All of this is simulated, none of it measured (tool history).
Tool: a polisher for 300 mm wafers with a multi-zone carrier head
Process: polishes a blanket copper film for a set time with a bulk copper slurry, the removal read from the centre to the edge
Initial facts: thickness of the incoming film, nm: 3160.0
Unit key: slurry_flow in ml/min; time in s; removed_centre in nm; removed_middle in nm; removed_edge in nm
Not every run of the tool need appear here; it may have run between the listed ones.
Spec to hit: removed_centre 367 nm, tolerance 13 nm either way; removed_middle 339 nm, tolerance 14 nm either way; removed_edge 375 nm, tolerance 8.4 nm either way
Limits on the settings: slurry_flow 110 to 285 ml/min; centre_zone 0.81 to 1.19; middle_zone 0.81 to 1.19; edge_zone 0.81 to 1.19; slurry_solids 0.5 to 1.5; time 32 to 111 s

run,hour,slurry_flow,centre_zone,middle_zone,edge_zone,slurry_solids,time,removed_centre,removed_middle,removed_edge
1,0,180,1,1,1,1,71,675.96,674.72,669.36
2,1.2,180,1,0.97,1,1,71,670.22,675.89,675.77
3,3.1,180,1,0.97,1,0.9,71,654.21,660.96,659.27
4,7.8,180,1,1,1,0.9,71,650.39,671.69,657.53
5,13.1,180,1.06,1,1,0.9,71,701.63,664.78,663.48
6,22.1,165,1.06,0.96,1,0.8,63,605.04,555.37,564.43
7,26.7,155,1.04,0.93,1.01,0.75,58,520.47,483.04,509.97
8,27.7,145,1.03,0.91,0.99,0.7,55,482.31,448.91,475.65
9,35.6,140,1.02,0.89,0.98,0.65,53,458.17,414.7,452.73
10,36.7,135,1,0.88,0.95,0.6,51,417.2,378.68,424.67
11,39.7,135,0.99,0.89,0.92,0.6,50,410.13,374.21,408.38
12,43,130,0.98,0.89,0.9,0.6,50,389.38,383.73,403.44

Consider the 4 candidate settings below. Which is the only one whose results all fall within their allowed miss of target?
A,46.3,150,0.97,1.05,0.81,0.65,46,?,?,?
B,46.3,135,0.99,1.06,0.81,0.65,45,?,?,?
C,46.3,115,0.96,0.85,0.88,0.5,49,?,?,?
D,46.3,110,0.92,1.08,0.81,0.65,50,?,?,?

move,removed_centre,removed_middle,removed_edge
A,374.34,419.36,371.91
B,365.2,404.68,358.55
C,356.63,352.91,377.96
D,358.66,435.75,385.92
A: meets the target for the result that was furthest off, but another lies outside its allowed miss
B: pushes the last run's worst result past its target
C: every result within its allowed miss
D: its largest miss is bigger than the last run's
C meets every target.

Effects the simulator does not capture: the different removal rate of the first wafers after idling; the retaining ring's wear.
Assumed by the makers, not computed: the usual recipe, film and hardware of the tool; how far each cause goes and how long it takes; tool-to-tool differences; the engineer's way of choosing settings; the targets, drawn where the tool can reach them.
